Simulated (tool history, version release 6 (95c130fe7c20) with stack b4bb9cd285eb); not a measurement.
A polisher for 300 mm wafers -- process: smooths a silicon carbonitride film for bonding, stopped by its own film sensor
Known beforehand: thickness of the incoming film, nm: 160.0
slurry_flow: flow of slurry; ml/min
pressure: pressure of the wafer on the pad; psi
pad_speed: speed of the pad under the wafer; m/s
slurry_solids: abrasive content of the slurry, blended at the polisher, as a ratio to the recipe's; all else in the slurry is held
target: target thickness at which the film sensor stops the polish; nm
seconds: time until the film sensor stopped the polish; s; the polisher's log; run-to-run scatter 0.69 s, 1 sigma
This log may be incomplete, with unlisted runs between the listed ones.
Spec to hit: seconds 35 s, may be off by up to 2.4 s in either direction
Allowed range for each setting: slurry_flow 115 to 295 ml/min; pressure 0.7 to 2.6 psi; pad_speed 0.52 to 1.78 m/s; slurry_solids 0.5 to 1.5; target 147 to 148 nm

run 1 day=0 | slurry_flow=190 pressure=1.6 pad_speed=1.14 slurry_solids=1 target=147 | seconds=68.703
run 2 day=0.304 | slurry_flow=165 pressure=1.6 pad_speed=1.14 slurry_solids=1 target=147 | seconds=70.732
run 3 day=0.354 | slurry_flow=165 pressure=1.8 pad_speed=1.16 slurry_solids=1 target=147 | seconds=60.882
run 4 day=0.392 | slurry_flow=165 pressure=2 pad_speed=1.18 slurry_solids=1 target=147 | seconds=54.173
run 5 day=0.454 | slurry_flow=165 pressure=2.1 pad_speed=1.2 slurry_solids=1 target=147 | seconds=51.659
run 6 day=0.792 | slurry_flow=165 pressure=2.1 pad_speed=1.2 slurry_solids=1 target=147 | seconds=50.17
run 7 day=1.117 | slurry_flow=165 pressure=2.2 pad_speed=1.22 slurry_solids=1 target=147 | seconds=48.27
run 8 day=1.238 | slurry_flow=165 pressure=2.3 pad_speed=1.26 slurry_solids=1 target=147 | seconds=46.625
run 9 day=1.429 | slurry_flow=165 pressure=2.4 pad_speed=1.3 slurry_solids=1.05 target=147 | seconds=42.077

Exactly one of the 5 candidate moves below puts every result within its allowed miss. Which one?
run A day=1.621 | slurry_flow=160 pressure=2.5 pad_speed=1.36 slurry_solids=0.8 target=147 | seconds=?
run B day=1.621 | slurry_flow=205 pressure=2.3 pad_speed=1.54 slurry_solids=0.95 target=148 | seconds=?
run C day=1.621 | slurry_flow=160 pressure=2.1 pad_speed=1.42 slurry_solids=1.1 target=147 | seconds=?
run D day=1.621 | slurry_flow=150 pressure=2.3 pad_speed=0.98 slurry_solids=1.15 target=147 | seconds=?
run E day=1.621 | slurry_flow=115 pressure=2.6 pad_speed=1.36 slurry_solids=0.9 target=148 | seconds=?

move=A seconds=44.345
move=B seconds=36.215
move=C seconds=44.487
move=D seconds=52.281
move=E seconds=40.274
A: further off than the last run
B: each result inside its tolerance
C: further off than the last run
D: further off than the last run
E: an improvement on the last run, though not all results are within tolerance
So the answer is move B, the one that meets all the targets.

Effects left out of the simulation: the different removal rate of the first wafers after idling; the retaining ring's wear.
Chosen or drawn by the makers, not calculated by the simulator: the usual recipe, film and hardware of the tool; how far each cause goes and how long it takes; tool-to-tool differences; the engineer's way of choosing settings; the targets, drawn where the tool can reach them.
